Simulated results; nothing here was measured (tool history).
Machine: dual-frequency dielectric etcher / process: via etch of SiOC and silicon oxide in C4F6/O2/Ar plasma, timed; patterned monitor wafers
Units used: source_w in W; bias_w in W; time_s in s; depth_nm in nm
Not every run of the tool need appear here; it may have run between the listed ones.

Run 1, hour 0.0: source_w 440 W, bias_w 120 W, time_s 94 s. Result: depth_nm 101.280 nm.
Run 2, hour 7.4: source_w 440 W, bias_w 120 W, time_s 98 s. Result: depth_nm 105.890 nm.
Run 3, hour 16.3: source_w 410 W, bias_w 117 W, time_s 98 s. Result: depth_nm 101.870 nm.
Run 4, hour 24.9: source_w 440 W, bias_w 117 W, time_s 98 s. Result: depth_nm 105.990 nm.
Run 5, hour 27.7: source_w 440 W, bias_w 117 W, time_s 94 s. Result: depth_nm 100.140 nm.
Run 6, hour 30.7: source_w 520 W, bias_w 117 W, time_s 94 s. Result: depth_nm 107.880 nm.
Run 7, hour 38.1: source_w 480 W, bias_w 114 W, time_s 94 s. Result: depth_nm 103.510 nm.
Run 8, hour 46.1: source_w 480 W, bias_w 114 W, time_s 94 s. Result: depth_nm 102.620 nm.
Run 9, hour 46.6: source_w 450 W, bias_w 112 W, time_s 94 s. Result: depth_nm 100.610 nm.
Run 10, hour 50.1: source_w 430 W, bias_w 110 W, time_s 94 s. Result: depth_nm 97.533 nm.
Run 11, hour 57.3: source_w 430 W, bias_w 110 W, time_s 94 s. Result: depth_nm 98.166 nm.

The next listed run, before its measurement:
Run 12, hour 65.7: source_w 410 W, bias_w 109 W, time_s 94 s. Result: depth_nm ?.

For run 12 the tool returned depth_nm 95.574 nm.
